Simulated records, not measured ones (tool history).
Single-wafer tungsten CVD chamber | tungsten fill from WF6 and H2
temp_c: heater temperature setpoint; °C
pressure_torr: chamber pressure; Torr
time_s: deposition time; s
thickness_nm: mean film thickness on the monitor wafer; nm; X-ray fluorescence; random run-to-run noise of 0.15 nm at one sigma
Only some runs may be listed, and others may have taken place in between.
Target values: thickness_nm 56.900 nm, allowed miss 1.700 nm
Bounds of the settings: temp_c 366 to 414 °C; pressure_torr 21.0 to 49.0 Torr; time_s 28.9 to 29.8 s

run    day  temp_c  pressure_torr  time_s  thickness_nm
  1  0.000     390           35.0    28.9        81.147
  2  0.192     390           38.3    28.9        84.653
  3  0.404     388           38.1    28.9        81.609
  4  0.583     382           38.1    28.9        71.478
  5  0.642     391           38.1    28.9        86.629
  6  1.008     382           38.1    28.9        71.291
  7  1.138     381           38.0    28.9        69.551
  8  1.200     380           37.9    28.9        68.072
  9  1.442     380           37.9    28.9        68.040
 10  1.762     379           37.8    28.9        66.168
 11  2.000     370           37.3    28.9        53.338

Of the 4 settings listed for the next run, only one would bring every result within its allowed miss of target. Which one?
  A  2.238     367           37.7    29.6             ?
  B  2.238     371           37.6    29.6             ?
  C  2.238     374           38.4    29.5             ?
  D  2.238     368           42.7    28.9             ?

move  thickness_nm
   A        51.252
   B        56.320
   C        60.822
   D        54.238
A: lands further from the targets than the last run did
B: hits every target within its allowed miss
C: takes the biggest miss from the last run beyond its target
D: an improvement on the last run, though not all results are within tolerance
B is the move that brings every result within its allowed miss.

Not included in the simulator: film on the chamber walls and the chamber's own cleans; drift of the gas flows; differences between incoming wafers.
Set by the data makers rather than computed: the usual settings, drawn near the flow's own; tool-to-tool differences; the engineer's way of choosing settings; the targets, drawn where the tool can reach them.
